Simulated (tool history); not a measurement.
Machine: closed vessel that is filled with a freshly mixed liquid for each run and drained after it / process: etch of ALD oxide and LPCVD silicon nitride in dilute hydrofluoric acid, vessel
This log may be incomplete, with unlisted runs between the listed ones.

run  hour  temperature setpoint of the liquid (°C)  parts of water to one part of 49 % hydrofluoric acid (parts by volume)  time in the liquid (s)  thickness taken off the ALD oxide on a monitor wafer (angstrom)  thickness taken off the LPCVD silicon nitride on a monitor wafer (angstrom)
  1     0                                       24                                                                      65                      60                                                           237.89                                                                       5.1861
  2   9.3                                       25                                                                      60                      60                                                           272.08                                                                       5.5468
  3  15.3                                       25                                                                      45                      60                                                           371.35                                                                       7.6463
  4  17.8                                       25                                                                      25                      60                                                           685.67                                                                       13.108
  5  19.5                                       23                                                                      30                      60                                                           521.47                                                                       10.823
  6    23                                       22                                                                      30                      60                                                           496.42                                                                       10.407
  7  26.4                                       21                                                                      30                      60                                                           480.89                                                                       8.1784
  8  34.9                                     20.5                                                                      30                      60                                                           469.49                                                                       8.7142

For run 9, what comes out?
  9  38.4                                     19.5                                                                      30                      60                                                                ?                                                                            ?

thickness taken off the ALD oxide on a monitor wafer (angstrom): 450.35
thickness taken off the LPCVD silicon nitride on a monitor wafer (angstrom): 7.6826
